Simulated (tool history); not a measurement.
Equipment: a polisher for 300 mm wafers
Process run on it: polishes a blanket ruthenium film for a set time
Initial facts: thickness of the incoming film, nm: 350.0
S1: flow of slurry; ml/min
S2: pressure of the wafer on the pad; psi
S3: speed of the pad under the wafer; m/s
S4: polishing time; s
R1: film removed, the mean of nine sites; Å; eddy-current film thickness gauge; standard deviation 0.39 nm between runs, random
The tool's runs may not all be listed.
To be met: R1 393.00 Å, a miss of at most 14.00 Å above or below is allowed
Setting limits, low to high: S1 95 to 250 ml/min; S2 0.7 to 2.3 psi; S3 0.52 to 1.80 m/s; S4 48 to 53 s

Run 1, day 0.000: S1 160 ml/min, S2 1.5 psi, S3 1.16 m/s, S4 53 s. Result: R1 422.03 Å.
Run 2, day 0.146: S1 160 ml/min, S2 1.6 psi, S3 1.16 m/s, S4 53 s. Result: R1 444.30 Å.
Run 3, day 0.296: S1 155 ml/min, S2 1.5 psi, S3 1.16 m/s, S4 53 s. Result: R1 408.91 Å.
Run 4, day 0.379: S1 155 ml/min, S2 1.8 psi, S3 1.16 m/s, S4 53 s. Result: R1 486.72 Å.
Run 5, day 0.692: S1 180 ml/min, S2 1.8 psi, S3 1.16 m/s, S4 53 s. Result: R1 489.90 Å.
Run 6, day 0.788: S1 180 ml/min, S2 1.6 psi, S3 1.14 m/s, S4 53 s. Result: R1 451.85 Å.
Run 7, day 0.946: S1 175 ml/min, S2 1.6 psi, S3 1.14 m/s, S4 53 s. Result: R1 440.67 Å.
Run 8, day 1.046: S1 165 ml/min, S2 1.5 psi, S3 1.14 m/s, S4 53 s. Result: R1 425.02 Å.
Run 9, day 1.100: S1 165 ml/min, S2 1.5 psi, S3 1.14 m/s, S4 53 s. Result: R1 409.16 Å.
At day 1.221: worn pad replaced by a new one.
Run 10, day 1.221: S1 155 ml/min, S2 1.4 psi, S3 1.14 m/s, S4 53 s. Result: R1 423.44 Å.

5 candidate next runs follow, results not yet known. Just one meets every target within its allowed miss. Identify it.
Run A, day 1.342: S1 165 ml/min, S2 1.3 psi, S3 1.24 m/s, S4 51 s. Result: R1 ?.
Run B, day 1.342: S1 140 ml/min, S2 1.5 psi, S3 1.24 m/s, S4 48 s. Result: R1 ?.
Run C, day 1.342: S1 155 ml/min, S2 1.2 psi, S3 1.34 m/s, S4 49 s. Result: R1 ?.
Run D, day 1.342: S1 155 ml/min, S2 1.3 psi, S3 1.26 m/s, S4 53 s. Result: R1 ?.
Run E, day 1.342: S1 145 ml/min, S2 1.6 psi, S3 1.06 m/s, S4 53 s. Result: R1 ?.

move      R1
   A  409.67
   B  419.33
   C  389.62
   D  426.58
   E  433.38
A: closer than the last run, but not yet in spec
B: closer than the last run, but not yet in spec
C: each result inside its tolerance
D: moves away from the targets compared with the last run
E: moves away from the targets compared with the last run
Move C is the one to make.
